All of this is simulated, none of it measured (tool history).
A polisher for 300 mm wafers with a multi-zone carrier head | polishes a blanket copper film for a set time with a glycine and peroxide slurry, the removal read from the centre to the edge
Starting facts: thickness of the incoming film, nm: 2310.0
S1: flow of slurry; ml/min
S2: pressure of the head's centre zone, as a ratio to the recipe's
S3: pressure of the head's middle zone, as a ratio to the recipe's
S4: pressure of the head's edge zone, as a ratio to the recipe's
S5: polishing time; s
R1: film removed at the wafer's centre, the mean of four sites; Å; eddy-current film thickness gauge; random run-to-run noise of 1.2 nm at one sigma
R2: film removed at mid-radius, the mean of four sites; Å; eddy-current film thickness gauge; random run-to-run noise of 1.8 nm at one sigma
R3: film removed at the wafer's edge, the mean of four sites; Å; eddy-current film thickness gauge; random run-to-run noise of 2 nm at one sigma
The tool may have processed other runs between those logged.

{"run": 1, "hour": 0.0, "S1": 270, "S2": 1.0, "S3": 1.0, "S4": 1.0, "S5": 38, "R1": 2234.0, "R2": 2225.6, "R3": 2243.6}
{"run": 2, "hour": 1.4, "S1": 260, "S2": 0.95, "S3": 0.99, "S4": 0.99, "S5": 37, "R1": 2031.2, "R2": 2172.4, "R3": 2191.3}
{"run": 3, "hour": 8.1, "S1": 255, "S2": 0.92, "S3": 0.97, "S4": 0.97, "S5": 36, "R1": 1925.1, "R2": 2025.8, "R3": 2058.5}
{"run": 4, "hour": 14.8, "S1": 255, "S2": 0.96, "S3": 0.97, "S4": 0.97, "S5": 36, "R1": 1997.8, "R2": 1994.4, "R3": 2107.7}
{"run": 5, "hour": 19.4, "S1": 245, "S2": 0.92, "S3": 0.97, "S4": 0.96, "S5": 35, "R1": 1860.0, "R2": 1974.2, "R3": 2039.0}
{"run": 6, "hour": 21.0, "S1": 245, "S2": 0.92, "S3": 0.97, "S4": 1.03, "S5": 35, "R1": 1880.4, "R2": 1949.8, "R3": 2071.4}
{"run": 7, "hour": 27.7, "S1": 240, "S2": 0.89, "S3": 0.97, "S4": 1.02, "S5": 35, "R1": 1816.5, "R2": 1945.1, "R3": 2124.9}
{"run": 8, "hour": 32.5, "S1": 240, "S2": 0.87, "S3": 0.97, "S4": 0.99, "S5": 35, "R1": 1764.9, "R2": 1980.1, "R3": 2052.4}

The next listed run, before its measurement:
{"hour": 41.4, "done": "worn pad replaced by a new one"}
{"run": 9, "hour": 41.4, "S1": 235, "S2": 0.86, "S3": 0.96, "S4": 0.97, "S5": 35, "R1": "?", "R2": "?", "R3": "?"}

{"run 9": {"R1": 1853.9, "R2": 2092.0, "R3": 2182.6}}
